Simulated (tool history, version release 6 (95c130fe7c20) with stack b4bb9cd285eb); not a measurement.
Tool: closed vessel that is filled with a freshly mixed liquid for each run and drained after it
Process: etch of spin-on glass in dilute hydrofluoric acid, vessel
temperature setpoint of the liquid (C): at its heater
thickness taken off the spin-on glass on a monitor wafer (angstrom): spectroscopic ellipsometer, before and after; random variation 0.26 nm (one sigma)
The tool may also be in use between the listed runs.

run	hour	temperature setpoint of the liquid (C)	parts of water to one part of 49 % hydrofluoric acid (parts by volume)	time in the liquid (s)	thickness taken off the spin-on glass on a monitor wafer (angstrom)
1	0.0	25.0	90	30	130.93
2	2.0	25.0	90	30	131.01
3	10.1	25.0	90	30	130.15
4	15.4	26.0	80	30	156.76
5	16.8	24.0	80	30	146.00
6	18.7	25.0	70	30	171.86
7	23.5	26.0	65	30	196.26
8	28.8	27.0	60	30	219.52
9	31.6	28.0	55	30	256.24

The next listed run, before its measurement:
10	34.8	28.5	55	30	?

{"run 10": {"thickness taken off the spin-on glass on a monitor wafer (angstrom)": 261.95}}
